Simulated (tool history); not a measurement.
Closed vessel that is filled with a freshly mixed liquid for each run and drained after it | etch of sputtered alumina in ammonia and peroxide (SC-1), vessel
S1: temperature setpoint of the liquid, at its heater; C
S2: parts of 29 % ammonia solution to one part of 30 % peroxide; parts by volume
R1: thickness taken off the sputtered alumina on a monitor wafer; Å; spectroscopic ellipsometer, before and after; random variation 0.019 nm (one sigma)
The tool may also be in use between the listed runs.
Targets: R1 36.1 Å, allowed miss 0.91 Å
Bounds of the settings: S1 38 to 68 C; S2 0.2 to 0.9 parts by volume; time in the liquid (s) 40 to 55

{"run": 1, "hour": 0.0, "S1": 52, "S2": 0.5, "time in the liquid (s)": 55, "R1": 41.794}
{"run": 2, "hour": 1.3, "S1": 45, "S2": 0.5, "time in the liquid (s)": 55, "R1": 28.13}
{"run": 3, "hour": 2.8, "S1": 45, "S2": 0.5, "time in the liquid (s)": 55, "R1": 28.156}
{"run": 4, "hour": 8.8, "S1": 46.5, "S2": 0.5, "time in the liquid (s)": 55, "R1": 30.767}
{"run": 5, "hour": 13.5, "S1": 42.5, "S2": 0.5, "time in the liquid (s)": 55, "R1": 24.398}
{"run": 6, "hour": 20.7, "S1": 44.5, "S2": 0.5, "time in the liquid (s)": 55, "R1": 27.38}
{"run": 7, "hour": 25.8, "S1": 44.5, "S2": 0.5, "time in the liquid (s)": 55, "R1": 27.591}
{"run": 8, "hour": 34.8, "S1": 46, "S2": 0.5, "time in the liquid (s)": 55, "R1": 29.526}
{"run": 9, "hour": 43.4, "S1": 47, "S2": 0.5, "time in the liquid (s)": 55, "R1": 31.404}
{"run": 10, "hour": 46.4, "S1": 47.5, "S2": 0.5, "time in the liquid (s)": 55, "R1": 32.38}
{"run": 11, "hour": 51.1, "S1": 48, "S2": 0.5, "time in the liquid (s)": 55, "R1": 33.542}
{"run": 12, "hour": 55.5, "S1": 48.5, "S2": 0.5, "time in the liquid (s)": 55, "R1": 34.262}

4 next moves are on the table. One of them brings every result within its allowed miss. Which?
{"run": "A", "hour": 59.9, "S1": 48.5, "S2": 0.45, "time in the liquid (s)": 55, "R1": "?"}
{"run": "B", "hour": 59.9, "S1": 50, "S2": 0.75, "time in the liquid (s)": 55, "R1": "?"}
{"run": "C", "hour": 59.9, "S1": 56.5, "S2": 0.45, "time in the liquid (s)": 40, "R1": "?"}
{"run": "D", "hour": 59.9, "S1": 49.5, "S2": 0.45, "time in the liquid (s)": 55, "R1": "?"}

move=A R1=34.144
move=B R1=38.938
move=C R1=38.267
move=D R1=36.089
A: further off than the last run
B: takes the result that was furthest off past its target
C: takes the result that was furthest off past its target
D: meets every target
Answer: D

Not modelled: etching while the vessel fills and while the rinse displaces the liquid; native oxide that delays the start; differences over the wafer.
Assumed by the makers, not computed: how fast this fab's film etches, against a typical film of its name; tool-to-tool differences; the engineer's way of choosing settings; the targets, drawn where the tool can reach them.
